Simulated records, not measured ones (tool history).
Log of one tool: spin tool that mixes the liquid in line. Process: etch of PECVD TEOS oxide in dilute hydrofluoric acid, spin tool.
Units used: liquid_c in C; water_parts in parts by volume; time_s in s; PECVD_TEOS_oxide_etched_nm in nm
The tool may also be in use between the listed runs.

{"run": 1, "hour": 0.0, "liquid_c": 24, "water_parts": 105, "time_s": 120, "PECVD_TEOS_oxide_etched_nm": 23.99}
{"run": 2, "hour": 1.4, "liquid_c": 25, "water_parts": 100, "time_s": 120, "PECVD_TEOS_oxide_etched_nm": 26.92}
{"run": 3, "hour": 7.7, "liquid_c": 27, "water_parts": 100, "time_s": 120, "PECVD_TEOS_oxide_etched_nm": 28.592}
{"run": 4, "hour": 11.8, "liquid_c": 27.5, "water_parts": 95, "time_s": 120, "PECVD_TEOS_oxide_etched_nm": 30.83}
{"run": 5, "hour": 15.8, "liquid_c": 28, "water_parts": 90, "time_s": 120, "PECVD_TEOS_oxide_etched_nm": 33.333}
{"run": 6, "hour": 17.1, "liquid_c": 28.5, "water_parts": 90, "time_s": 120, "PECVD_TEOS_oxide_etched_nm": 34.145}
{"run": 7, "hour": 25.8, "liquid_c": 29, "water_parts": 90, "time_s": 120, "PECVD_TEOS_oxide_etched_nm": 34.798}

Expected results for the next run?
{"run": 8, "hour": 34.5, "liquid_c": 29.5, "water_parts": 90, "time_s": 120, "PECVD_TEOS_oxide_etched_nm": "?"}

PECVD_TEOS_oxide_etched_nm: 35.528 nm
